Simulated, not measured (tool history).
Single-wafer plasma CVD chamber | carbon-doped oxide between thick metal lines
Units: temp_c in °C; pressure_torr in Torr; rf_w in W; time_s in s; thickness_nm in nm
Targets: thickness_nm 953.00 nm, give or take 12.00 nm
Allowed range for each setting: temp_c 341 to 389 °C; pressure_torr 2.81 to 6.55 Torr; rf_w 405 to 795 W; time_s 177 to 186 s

Run 1, hour 0.0: temp_c 365 °C, pressure_torr 4.68 Torr, rf_w 600 W, time_s 186 s. Result: thickness_nm 1020.60 nm.
Run 2, hour 4.4: temp_c 367 °C, pressure_torr 4.52 Torr, rf_w 600 W, time_s 186 s. Result: thickness_nm 1008.60 nm.
Run 3, hour 10.4: temp_c 367 °C, pressure_torr 4.52 Torr, rf_w 600 W, time_s 177 s. Result: thickness_nm 960.13 nm.
Run 4, hour 14.6: temp_c 367 °C, pressure_torr 4.51 Torr, rf_w 600 W, time_s 177 s. Result: thickness_nm 966.54 nm.
Run 5, hour 15.5: temp_c 367 °C, pressure_torr 4.91 Torr, rf_w 600 W, time_s 177 s. Result: thickness_nm 985.55 nm.
Run 6, hour 23.8: temp_c 367 °C, pressure_torr 5.67 Torr, rf_w 600 W, time_s 177 s. Result: thickness_nm 1002.80 nm.
Run 7, hour 25.3: temp_c 369 °C, pressure_torr 5.58 Torr, rf_w 600 W, time_s 177 s. Result: thickness_nm 995.57 nm.
Run 8, hour 33.4: temp_c 371 °C, pressure_torr 5.51 Torr, rf_w 600 W, time_s 177 s. Result: thickness_nm 993.27 nm.
Run 9, hour 35.1: temp_c 372 °C, pressure_torr 5.39 Torr, rf_w 600 W, time_s 177 s. Result: thickness_nm 988.50 nm.
Run 10, hour 36.4: temp_c 373 °C, pressure_torr 5.27 Torr, rf_w 600 W, time_s 177 s. Result: thickness_nm 984.37 nm.

Which single option among these 5 for the next run brings every result within its allowed miss of target? Just one does.
Run A, hour 37.7: temp_c 387 °C, pressure_torr 5.29 Torr, rf_w 645 W, time_s 184 s. Result: thickness_nm ?.
Run B, hour 37.7: temp_c 367 °C, pressure_torr 5.79 Torr, rf_w 510 W, time_s 183 s. Result: thickness_nm ?.
Run C, hour 37.7: temp_c 377 °C, pressure_torr 4.95 Torr, rf_w 680 W, time_s 177 s. Result: thickness_nm ?.
Run D, hour 37.7: temp_c 353 °C, pressure_torr 5.25 Torr, rf_w 565 W, time_s 182 s. Result: thickness_nm ?.
Run E, hour 37.7: temp_c 379 °C, pressure_torr 5.10 Torr, rf_w 575 W, time_s 183 s. Result: thickness_nm ?.

move  thickness_nm
   A       1031.30
   B        949.63
   C       1026.60
   D       1013.40
   E        973.15
A: further off than the last run
B: hits every target within its allowed miss
C: further off than the last run
D: further off than the last run
E: nearer the targets than the last run, but a result is still out of spec
So the answer is move B, the one that meets all the targets.

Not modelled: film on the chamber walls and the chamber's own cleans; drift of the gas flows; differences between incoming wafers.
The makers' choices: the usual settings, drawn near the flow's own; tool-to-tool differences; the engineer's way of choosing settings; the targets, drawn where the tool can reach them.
